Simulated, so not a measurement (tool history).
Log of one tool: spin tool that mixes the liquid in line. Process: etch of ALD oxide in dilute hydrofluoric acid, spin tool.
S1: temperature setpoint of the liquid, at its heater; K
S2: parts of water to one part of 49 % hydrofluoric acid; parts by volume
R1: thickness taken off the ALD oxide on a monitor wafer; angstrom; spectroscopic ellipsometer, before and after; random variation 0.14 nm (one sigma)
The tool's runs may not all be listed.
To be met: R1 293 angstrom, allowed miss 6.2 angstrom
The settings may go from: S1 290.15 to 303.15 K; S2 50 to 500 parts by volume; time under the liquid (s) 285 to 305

run 1 hour=0 | S1=295.15 S2=275 time_under_the_liquid_(s)=285 | R1=161.01
run 2 hour=8 | S1=295.15 S2=275 time_under_the_liquid_(s)=305 | R1=172.01
run 3 hour=11 | S1=295.15 S2=330 time_under_the_liquid_(s)=305 | R1=136.46
run 4 hour=20 | S1=295.15 S2=330 time_under_the_liquid_(s)=305 | R1=135.87
run 5 hour=27.9 | S1=295.15 S2=265 time_under_the_liquid_(s)=305 | R1=181.59
run 6 hour=33.7 | S1=293.65 S2=265 time_under_the_liquid_(s)=305 | R1=171.49
run 7 hour=37.3 | S1=295.65 S2=255 time_under_the_liquid_(s)=305 | R1=194.08
run 8 hour=38.2 | S1=297.15 S2=250 time_under_the_liquid_(s)=305 | R1=208.24
run 9 hour=47.1 | S1=298.65 S2=240 time_under_the_liquid_(s)=305 | R1=233.74
run 10 hour=51.7 | S1=299.65 S2=235 time_under_the_liquid_(s)=305 | R1=246.84
run 11 hour=59.3 | S1=303.15 S2=220 time_under_the_liquid_(s)=305 | R1=302.68

Which of these 4 next moves meets every target?
run A hour=66.9 | S1=303.15 S2=225 time_under_the_liquid_(s)=300 | R1=?
run B hour=66.9 | S1=302.65 S2=200 time_under_the_liquid_(s)=285 | R1=?
run C hour=66.9 | S1=303.15 S2=215 time_under_the_liquid_(s)=305 | R1=?
run D hour=66.9 | S1=302.15 S2=230 time_under_the_liquid_(s)=305 | R1=?

move=A R1=291.49
move=B R1=315.58
move=C R1=313.87
move=D R1=278.56
A: meets every target
B: further off than the last run
C: further off than the last run
D: takes the result that was furthest off past its target
Answer: A
